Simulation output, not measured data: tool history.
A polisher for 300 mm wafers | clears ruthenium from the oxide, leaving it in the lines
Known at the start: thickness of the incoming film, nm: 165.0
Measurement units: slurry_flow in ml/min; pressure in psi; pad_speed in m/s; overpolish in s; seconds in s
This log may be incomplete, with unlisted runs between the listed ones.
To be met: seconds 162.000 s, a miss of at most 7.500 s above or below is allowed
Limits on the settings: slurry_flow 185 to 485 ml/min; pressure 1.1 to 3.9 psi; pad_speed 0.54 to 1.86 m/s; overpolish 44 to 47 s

run	hour	slurry_flow	pressure	pad_speed	overpolish	seconds
1	0.0	310	2.5	1.18	44	92.959
2	3.2	310	2.5	1.18	47	91.009
3	7.5	345	2.5	1.18	47	92.391
4	15.2	345	2.5	1.18	44	90.882
5	21.6	345	2.5	0.94	44	111.890
6	23.3	390	2.5	0.94	44	110.190
7	28.4	390	2.3	0.94	44	115.420
8	36.8	390	2.1	0.94	44	129.610
9	40.6	390	2.0	0.94	44	133.090
10	42.2	390	1.9	0.94	44	140.300
11	44.6	390	1.9	0.94	44	137.370
12	48.8	390	1.8	0.94	44	144.790

Which of these 4 next moves meets every target?
A	53.0	485	1.9	0.98	44	?
B	53.0	430	1.7	0.88	46	?
C	53.0	345	1.6	0.80	47	?
D	53.0	425	1.9	1.18	47	?

move	seconds
A	132.790
B	161.050
C	186.730
D	112.090
A: moves away from the targets compared with the last run
B: all results land within tolerance of their targets
C: moves the result that the last run missed by most past its target, out the other side
D: moves away from the targets compared with the last run
The move that meets every target is B.

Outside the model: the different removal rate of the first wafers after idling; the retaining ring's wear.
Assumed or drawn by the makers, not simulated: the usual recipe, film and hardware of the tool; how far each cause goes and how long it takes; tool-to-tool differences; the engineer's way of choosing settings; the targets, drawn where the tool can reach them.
